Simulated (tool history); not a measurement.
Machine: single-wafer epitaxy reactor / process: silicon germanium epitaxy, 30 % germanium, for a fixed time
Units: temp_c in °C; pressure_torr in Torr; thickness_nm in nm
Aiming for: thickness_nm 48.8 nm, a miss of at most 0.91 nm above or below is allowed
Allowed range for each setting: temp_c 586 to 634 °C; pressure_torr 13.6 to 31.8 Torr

run  hour  temp_c  pressure_torr  thickness_nm
  1     0     610           22.7        80.109
  2   6.3     621           22.7        95.234
  3    13     614           22.7        85.202
  4  18.5     624           22.7        100.12
     23.5  -- capacitance manometer re-zeroed and calibrated
  5  23.5     618           22.7        88.812
  6  32.2     618           19.8         81.67
  7  33.6     607           19.6        68.223
  8  39.1     600           19.5        60.852

Pick the move, out of 5, that brings all results within their allowed miss; only one does.
  A  44.6     587           19.1             ?
  B  44.6     586           16.3             ?
  C  44.6     590             17             ?
  D  44.6     589           19.3             ?
  E  44.6     592           18.2             ?

move  thickness_nm
   A        48.528
   B        42.709
   C        47.038
   D        50.494
   E        50.984
A: every result within its allowed miss
B: carries the result that was furthest off beyond its target, to the other side
C: carries the result that was furthest off beyond its target, to the other side
D: gains on the last run, yet a result remains outside its allowed miss
E: gains on the last run, yet a result remains outside its allowed miss
The right move is A.
